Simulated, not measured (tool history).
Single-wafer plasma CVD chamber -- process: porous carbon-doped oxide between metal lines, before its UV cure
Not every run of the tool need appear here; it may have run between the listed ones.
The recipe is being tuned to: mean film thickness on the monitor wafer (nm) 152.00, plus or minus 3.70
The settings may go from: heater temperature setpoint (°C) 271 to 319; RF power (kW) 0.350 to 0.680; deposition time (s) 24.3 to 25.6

run	hour	heater temperature setpoint (°C)	RF power (kW)	deposition time (s)	mean film thickness on the monitor wafer (nm)
1	0.0	295	0.515	25.6	136.49
2	3.8	292	0.520	25.6	140.10
3	6.7	283	0.520	25.6	147.21
4	13.6	283	0.520	25.6	146.27
5	18.3	283	0.520	24.3	141.45
6	23.9	281	0.525	24.3	143.52
7	31.3	279	0.530	24.3	145.66
8	38.8	278	0.535	24.3	148.07

4 candidate next runs follow, results not yet known. Just one meets every target within its allowed miss. Identify it.
A	46.3	273	0.535	25.6	?
B	46.3	278	0.530	24.3	?
C	46.3	288	0.560	24.3	?
D	46.3	279	0.560	24.3	?

move	mean film thickness on the monitor wafer (nm)
A	159.67
B	146.27
C	145.77
D	153.12
A: takes the result that was furthest off past its target
B: further off than the last run
C: further off than the last run
D: in spec on every target
So the answer is move D, the one that meets all the targets.
